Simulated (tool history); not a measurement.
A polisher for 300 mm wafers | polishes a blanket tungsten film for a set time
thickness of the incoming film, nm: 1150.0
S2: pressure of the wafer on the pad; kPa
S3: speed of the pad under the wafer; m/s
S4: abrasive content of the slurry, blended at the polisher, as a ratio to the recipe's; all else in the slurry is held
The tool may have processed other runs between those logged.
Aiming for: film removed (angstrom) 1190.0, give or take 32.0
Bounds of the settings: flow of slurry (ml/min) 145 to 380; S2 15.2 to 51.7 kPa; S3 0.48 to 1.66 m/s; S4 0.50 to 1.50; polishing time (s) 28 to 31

Run 1, hour 0.0: flow of slurry (ml/min) 245, S2 33.1 kPa, S3 1.06 m/s, S4 1.00, polishing time (s) 31. Result: film removed (angstrom) 2453.7.
Run 2, hour 6.2: flow of slurry (ml/min) 245, S2 33.1 kPa, S3 1.06 m/s, S4 1.00, polishing time (s) 31. Result: film removed (angstrom) 2438.9.
Run 3, hour 13.4: flow of slurry (ml/min) 245, S2 36.5 kPa, S3 1.06 m/s, S4 1.00, polishing time (s) 31. Result: film removed (angstrom) 2657.8.
Run 4, hour 22.0: flow of slurry (ml/min) 245, S2 36.5 kPa, S3 1.06 m/s, S4 1.00, polishing time (s) 31. Result: film removed (angstrom) 2637.6.
Run 5, hour 22.7: flow of slurry (ml/min) 215, S2 36.5 kPa, S3 1.06 m/s, S4 1.00, polishing time (s) 31. Result: film removed (angstrom) 2626.9.
Run 6, hour 26.7: flow of slurry (ml/min) 215, S2 32.4 kPa, S3 1.06 m/s, S4 1.00, polishing time (s) 31. Result: film removed (angstrom) 2381.0.
Run 7, hour 28.0: flow of slurry (ml/min) 215, S2 29.0 kPa, S3 1.00 m/s, S4 1.00, polishing time (s) 31. Result: film removed (angstrom) 2022.5.
Run 8, hour 34.8: flow of slurry (ml/min) 205, S2 19.3 kPa, S3 0.88 m/s, S4 1.00, polishing time (s) 31. Result: film removed (angstrom) 1329.5.
Run 9, hour 39.1: flow of slurry (ml/min) 205, S2 18.6 kPa, S3 0.88 m/s, S4 1.00, polishing time (s) 31. Result: film removed (angstrom) 1283.2.
Run 10, hour 45.6: flow of slurry (ml/min) 205, S2 17.9 kPa, S3 0.88 m/s, S4 1.00, polishing time (s) 31. Result: film removed (angstrom) 1244.4.

Exactly one of the 4 candidate moves below puts every result within its allowed miss. Which one?
Run A, hour 52.1: flow of slurry (ml/min) 205, S2 22.1 kPa, S3 0.82 m/s, S4 1.00, polishing time (s) 29. Result: film removed (angstrom) ?.
Run B, hour 52.1: flow of slurry (ml/min) 185, S2 25.5 kPa, S3 0.76 m/s, S4 1.00, polishing time (s) 28. Result: film removed (angstrom) ?.
Run C, hour 52.1: flow of slurry (ml/min) 205, S2 31.7 kPa, S3 0.60 m/s, S4 1.15, polishing time (s) 28. Result: film removed (angstrom) ?.
Run D, hour 52.1: flow of slurry (ml/min) 295, S2 21.4 kPa, S3 0.76 m/s, S4 1.10, polishing time (s) 28. Result: film removed (angstrom) ?.

move  film removed (angstrom)
   A                   1294.9
   B                   1308.8
   C                   1339.6
   D                   1195.6
A: misses by more than the last run did
B: misses by more than the last run did
C: misses by more than the last run did
D: all results land within tolerance of their targets
The right move is D.
